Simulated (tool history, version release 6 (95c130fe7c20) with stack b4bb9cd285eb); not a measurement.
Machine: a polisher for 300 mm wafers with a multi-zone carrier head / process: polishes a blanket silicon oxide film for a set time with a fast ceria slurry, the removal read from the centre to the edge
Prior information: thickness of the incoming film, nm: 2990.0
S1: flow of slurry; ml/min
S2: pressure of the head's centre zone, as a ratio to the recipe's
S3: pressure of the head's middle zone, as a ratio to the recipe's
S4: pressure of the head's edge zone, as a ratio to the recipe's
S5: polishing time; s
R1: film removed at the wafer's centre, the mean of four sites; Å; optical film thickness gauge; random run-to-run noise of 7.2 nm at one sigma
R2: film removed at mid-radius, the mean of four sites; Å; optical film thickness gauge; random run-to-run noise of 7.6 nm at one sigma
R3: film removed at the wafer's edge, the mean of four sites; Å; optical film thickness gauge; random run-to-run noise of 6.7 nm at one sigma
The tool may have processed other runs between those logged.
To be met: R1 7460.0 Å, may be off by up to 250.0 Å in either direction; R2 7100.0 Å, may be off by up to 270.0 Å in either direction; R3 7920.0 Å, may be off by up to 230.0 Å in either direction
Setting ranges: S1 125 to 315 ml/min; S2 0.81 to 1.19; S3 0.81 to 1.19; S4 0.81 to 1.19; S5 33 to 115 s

{"run": 1, "hour": 0.0, "S1": 205, "S2": 1.0, "S3": 1.0, "S4": 1.0, "S5": 73, "R1": 10152.0, "R2": 10634.0, "R3": 10267.0}
{"run": 2, "hour": 5.8, "S1": 205, "S2": 1.06, "S3": 1.0, "S4": 1.0, "S5": 73, "R1": 10872.0, "R2": 10289.0, "R3": 10242.0}
{"run": 3, "hour": 7.9, "S1": 205, "S2": 1.06, "S3": 1.0, "S4": 0.93, "S5": 73, "R1": 10856.0, "R2": 10409.0, "R3": 9935.3}
{"run": 4, "hour": 14.0, "S1": 200, "S2": 1.05, "S3": 0.98, "S4": 0.93, "S5": 71, "R1": 10422.0, "R2": 10164.0, "R3": 9713.6}
{"run": 5, "hour": 14.8, "S1": 200, "S2": 1.05, "S3": 0.98, "S4": 0.93, "S5": 55, "R1": 8180.4, "R2": 7663.2, "R3": 7415.2}
{"run": 6, "hour": 20.2, "S1": 175, "S2": 1.05, "S3": 0.98, "S4": 0.93, "S5": 55, "R1": 7899.6, "R2": 7635.4, "R3": 7419.5}
{"run": 7, "hour": 25.3, "S1": 170, "S2": 1.05, "S3": 0.97, "S4": 0.94, "S5": 55, "R1": 7918.6, "R2": 7341.6, "R3": 7333.1}
{"run": 8, "hour": 32.1, "S1": 170, "S2": 1.04, "S3": 0.97, "S4": 0.96, "S5": 55, "R1": 7729.7, "R2": 7476.7, "R3": 7366.7}
{"run": 9, "hour": 35.6, "S1": 170, "S2": 1.04, "S3": 0.96, "S4": 0.98, "S5": 55, "R1": 7682.4, "R2": 7215.6, "R3": 7484.2}
{"run": 10, "hour": 44.2, "S1": 170, "S2": 1.04, "S3": 0.96, "S4": 0.99, "S5": 55, "R1": 7801.3, "R2": 7479.1, "R3": 7566.6}

Next run, 5 choices. One meets every target within its allowed miss, the rest don't. Which?
{"run": "A", "hour": 52.8, "S1": 145, "S2": 1.09, "S3": 0.82, "S4": 1.07, "S5": 57, "R1": "?", "R2": "?", "R3": "?"}
{"run": "B", "hour": 52.8, "S1": 195, "S2": 1.12, "S3": 0.86, "S4": 1.03, "S5": 53, "R1": "?", "R2": "?", "R3": "?"}
{"run": "C", "hour": 52.8, "S1": 165, "S2": 1.09, "S3": 0.9, "S4": 1.07, "S5": 56, "R1": "?", "R2": "?", "R3": "?"}
{"run": "D", "hour": 52.8, "S1": 140, "S2": 1.13, "S3": 0.96, "S4": 1.01, "S5": 55, "R1": "?", "R2": "?", "R3": "?"}
{"run": "E", "hour": 52.8, "S1": 175, "S2": 1.01, "S3": 0.91, "S4": 1.1, "S5": 55, "R1": "?", "R2": "?", "R3": "?"}

move=A R1=8125.1 R2=6591.9 R3=7963.6
move=B R1=8297.6 R2=6747.1 R3=7580.3
move=C R1=8245.6 R2=7169.9 R3=7976.5
move=D R1=8059.5 R2=7148.6 R3=7410.7
move=E R1=7597.6 R2=7188.7 R3=8009.5
A: corrects the largest miss of the last run, while another result sits out of spec
B: moves away from the targets compared with the last run
C: corrects the largest miss of the last run, while another result sits out of spec
D: moves away from the targets compared with the last run
E: all results in spec
E meets every target.
